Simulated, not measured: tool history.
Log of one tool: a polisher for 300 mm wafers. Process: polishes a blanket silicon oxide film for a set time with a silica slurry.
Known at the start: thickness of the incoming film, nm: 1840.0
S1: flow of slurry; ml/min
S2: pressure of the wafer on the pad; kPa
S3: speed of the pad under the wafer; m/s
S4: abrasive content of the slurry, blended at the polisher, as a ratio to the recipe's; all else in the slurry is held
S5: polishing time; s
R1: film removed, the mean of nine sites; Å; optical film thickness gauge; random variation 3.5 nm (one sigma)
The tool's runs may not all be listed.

| run | hour | S1 | S2 | S3 | S4 | S5 | R1 |
|---|---|---|---|---|---|---|---|
| 1 | 0 | 130 | 26.9 | 1.46 | 1 | 77 | 2909.7 |
| 2 | 7.2 | 130 | 26.9 | 1.46 | 1 | 80 | 3065 |
| 3 | 12.5 | 135 | 29 | 1.46 | 1 | 80 | 3264.9 |
| 4 | 16.9 | 135 | 29 | 1.82 | 1 | 80 | 3916.9 |
| 5 | 25 | 140 | 30.3 | 1.82 | 1 | 80 | 4121.6 |
| 6 | 28.8 | 140 | 30.3 | 1.82 | 0.85 | 80 | 3910.4 |

Run 7 comes next. What will it give?
| 7 | 35.2 | 145 | 31.7 | 1.82 | 0.85 | 80 | ? |

R1: 4120 Å
